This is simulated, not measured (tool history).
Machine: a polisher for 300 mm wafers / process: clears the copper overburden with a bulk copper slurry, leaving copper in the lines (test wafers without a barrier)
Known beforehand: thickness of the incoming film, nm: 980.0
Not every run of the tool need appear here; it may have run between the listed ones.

run  hour  flow of slurry (ml/min)  pressure of the wafer on the pad (kPa)  speed of the pad under the wafer (m/s)  abrasive content of the slurry  overpolish time after the end point (s)  time until the end point was called (s)  dishing of a wide line in a test structure (Å)
  1     0                      275                                    19.3                                    1.22                               1                                       16                                   112.15                                           671.3
  2   5.1                      275                                    20.7                                    1.22                               1                                       16                                   107.17                                          720.88
  3     9                      275                                    20.7                                    1.22                               1                                        9                                   106.14                                          489.41
  4  15.2                      275                                    22.1                                    1.22                               1                                       10                                   101.74                                          554.57
  5  23.4                      275                                    25.5                                    1.22                               1                                       10                                   88.825                                          607.64
  6    26                      275                                    26.2                                    1.22                               1                                       11                                    86.24                                          661.54

Predict the results of run 7:
  7  33.2                      275                                    26.9                                    1.22                               1                                       12                                        ?                                               ?

time until the end point was called (s): 84.988
dishing of a wide line in a test structure (Å): 702.47
